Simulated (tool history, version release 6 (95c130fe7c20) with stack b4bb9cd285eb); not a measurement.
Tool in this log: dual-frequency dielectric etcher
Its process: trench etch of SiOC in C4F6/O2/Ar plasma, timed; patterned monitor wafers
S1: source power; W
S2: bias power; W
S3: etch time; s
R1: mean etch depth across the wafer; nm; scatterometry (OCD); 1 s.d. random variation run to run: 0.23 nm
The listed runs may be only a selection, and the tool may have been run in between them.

run,hour,S1,S2,S3,R1
1,0.0,380,144,23,42.059
2,8.0,380,144,24,44.229
3,16.9,340,132,24,40.775
4,23.1,310,127,24,38.358
5,25.1,290,126,24,36.902
6,33.6,280,125,24,36.519

What will run 7 give?
7,35.3,270,124,24,?

{"run 7": {"R1": 36.218}}

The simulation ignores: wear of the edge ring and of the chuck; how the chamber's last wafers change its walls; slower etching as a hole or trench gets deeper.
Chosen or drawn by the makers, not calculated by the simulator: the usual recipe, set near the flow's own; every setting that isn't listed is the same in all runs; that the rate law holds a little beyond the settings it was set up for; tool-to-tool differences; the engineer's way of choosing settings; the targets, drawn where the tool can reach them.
